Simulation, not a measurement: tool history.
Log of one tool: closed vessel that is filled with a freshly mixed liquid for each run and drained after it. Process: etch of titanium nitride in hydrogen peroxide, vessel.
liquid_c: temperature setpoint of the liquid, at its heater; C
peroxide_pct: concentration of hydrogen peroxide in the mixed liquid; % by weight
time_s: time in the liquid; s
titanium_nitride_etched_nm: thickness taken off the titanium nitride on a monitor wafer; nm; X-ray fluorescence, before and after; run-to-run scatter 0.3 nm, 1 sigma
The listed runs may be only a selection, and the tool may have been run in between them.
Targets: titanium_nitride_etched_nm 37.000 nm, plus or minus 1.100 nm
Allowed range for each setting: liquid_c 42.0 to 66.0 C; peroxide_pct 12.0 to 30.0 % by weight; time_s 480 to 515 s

| run | hour | liquid_c | peroxide_pct | time_s | titanium_nitride_etched_nm |
|---|---|---|---|---|---|
| 1 | 0.0 | 58.0 | 21.0 | 480 | 54.119 |
| 2 | 7.4 | 56.5 | 21.0 | 480 | 48.573 |
| 3 | 14.0 | 56.5 | 21.0 | 515 | 52.227 |
| 4 | 14.7 | 56.5 | 21.0 | 480 | 49.059 |
| 5 | 23.0 | 56.5 | 16.5 | 480 | 46.072 |
| 6 | 30.7 | 56.5 | 14.0 | 480 | 44.563 |
| 7 | 38.5 | 56.0 | 14.0 | 480 | 43.127 |
| 8 | 40.4 | 56.0 | 14.0 | 480 | 43.234 |
| 9 | 45.1 | 55.5 | 14.0 | 480 | 42.527 |
| 10 | 47.7 | 55.0 | 14.0 | 480 | 39.985 |

Exercise: of the 4 proposed moves below, exactly one satisfies all targets within the stated allowed misses. Which move is it?
| A | 50.3 | 53.0 | 13.0 | 515 | ? |
| B | 50.3 | 54.5 | 17.5 | 485 | ? |
| C | 50.3 | 57.5 | 12.0 | 480 | ? |
| D | 50.3 | 55.5 | 17.5 | 500 | ? |

| move | titanium_nitride_etched_nm |
|---|---|
| A | 36.640 |
| B | 40.838 |
| C | 46.008 |
| D | 45.156 |
A: each result inside its tolerance
B: the biggest miss grows against the last run
C: the biggest miss grows against the last run
D: the biggest miss grows against the last run
The move that meets every target is A.
